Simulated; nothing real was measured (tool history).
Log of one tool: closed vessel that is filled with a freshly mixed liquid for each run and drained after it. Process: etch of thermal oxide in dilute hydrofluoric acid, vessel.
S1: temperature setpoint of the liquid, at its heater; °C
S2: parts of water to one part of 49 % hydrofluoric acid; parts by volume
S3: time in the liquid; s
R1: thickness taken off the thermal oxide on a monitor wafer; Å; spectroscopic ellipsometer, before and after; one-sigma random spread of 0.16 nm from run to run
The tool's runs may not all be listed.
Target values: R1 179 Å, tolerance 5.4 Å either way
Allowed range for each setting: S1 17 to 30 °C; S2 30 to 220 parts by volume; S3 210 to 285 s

run	hour	S1	S2	S3	R1
1	0	22	125	285	89.785
2	8.3	22	125	285	89.542
3	8.9	22	125	210	66.675
4	11.2	24.5	100	210	95.039
5	14	24.5	130	210	71.591
6	21.3	25.5	100	210	97.999
7	23.1	26.5	80	210	133.15
8	26.6	27.5	75	210	146.84
9	31.1	28	70	210	159.59
10	37.9	28.5	70	210	164.36
11	41.5	29	70	210	165
12	46.5	29.5	70	210	170.67

Which single option among these 5 for the next run brings every result within its allowed miss of target? Just one does.
A	51.5	30	90	260	?
B	51.5	29.5	75	210	?
C	51.5	27	70	210	?
D	51.5	30	80	220	?
E	51.5	30	70	215	?

move	R1
A	161.9
B	157.33
C	154
D	156.37
E	177.24
A: the biggest miss grows against the last run
B: the biggest miss grows against the last run
C: the biggest miss grows against the last run
D: the biggest miss grows against the last run
E: meets every target
Answer: E
